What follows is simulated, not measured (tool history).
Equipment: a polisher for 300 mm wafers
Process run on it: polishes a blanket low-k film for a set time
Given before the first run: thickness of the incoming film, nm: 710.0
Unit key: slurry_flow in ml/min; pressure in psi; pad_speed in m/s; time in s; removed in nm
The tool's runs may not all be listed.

run,day,slurry_flow,pressure,pad_speed,slurry_solids,time,removed
1,0.000,130,1.2,1.22,1.0,19,4.6406
2,0.325,130,1.2,1.22,1.0,17,4.1793
3,0.433,130,1.2,1.22,0.8,17,3.8286
4,0.612,105,1.2,1.22,0.8,17,3.8142
5,0.817,105,1.2,1.36,0.8,17,4.1229
6,0.971,105,1.4,1.46,0.8,17,4.9994
7,1.150,105,1.5,1.58,0.8,17,5.7259
8,1.446,110,1.6,1.68,0.8,17,6.3259

The next listed run, before its measurement:
9,1.554,120,1.8,1.90,1.0,17,?

removed: 8.4165 nm
